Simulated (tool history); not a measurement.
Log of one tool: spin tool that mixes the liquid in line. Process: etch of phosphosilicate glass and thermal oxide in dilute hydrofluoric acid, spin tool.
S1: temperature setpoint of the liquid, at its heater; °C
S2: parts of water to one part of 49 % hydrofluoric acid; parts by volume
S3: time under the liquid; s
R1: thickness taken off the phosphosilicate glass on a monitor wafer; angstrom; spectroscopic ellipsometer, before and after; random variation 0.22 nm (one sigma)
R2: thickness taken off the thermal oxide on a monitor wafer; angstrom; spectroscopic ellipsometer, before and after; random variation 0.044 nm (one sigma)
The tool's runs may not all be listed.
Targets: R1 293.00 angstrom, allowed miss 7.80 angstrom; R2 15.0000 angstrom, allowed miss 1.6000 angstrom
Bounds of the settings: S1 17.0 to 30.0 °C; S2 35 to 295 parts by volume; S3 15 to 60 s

run	hour	S1	S2	S3	R1	R2
1	0.0	22.0	165	30	147.69	7.4636
2	7.6	24.5	165	30	161.05	8.1650
3	9.5	25.0	160	30	170.32	8.6597
4	18.2	25.5	155	30	182.83	9.3031
5	20.9	22.0	155	30	159.10	8.3842
6	26.6	23.0	150	30	171.63	8.8918
7	35.0	23.5	145	30	182.51	9.1658
8	39.8	24.0	140	30	191.84	10.0600
9	48.4	24.5	135	30	207.92	10.9800
10	50.1	25.0	135	30	209.95	11.0990
11	58.3	25.5	135	30	214.96	10.6930
12	62.0	26.0	130	30	227.73	11.8780
13	64.1	26.5	130	30	230.60	12.2610
14	65.4	27.0	130	30	236.89	12.0930
15	69.8	27.5	130	30	242.91	12.3780
16	75.4	28.0	130	30	247.72	12.1580
17	82.7	28.5	120	30	275.45	14.3090
18	85.2	29.5	120	30	282.70	14.3110

5 next moves are on the table. One of them brings every result within its allowed miss. Which?
A	87.7	27.5	140	40	?	?
B	87.7	28.5	85	20	?	?
C	87.7	28.0	120	30	?	?
D	87.7	23.0	55	15	?	?
E	87.7	28.0	100	25	?	?

move	R1	R2
A	295.67	15.8450
B	271.98	14.5750
C	270.43	14.4920
D	263.51	14.1220
E	277.71	14.8820
A: meets every target
B: further off than the last run
C: further off than the last run
D: further off than the last run
E: further off than the last run
The right move is A.
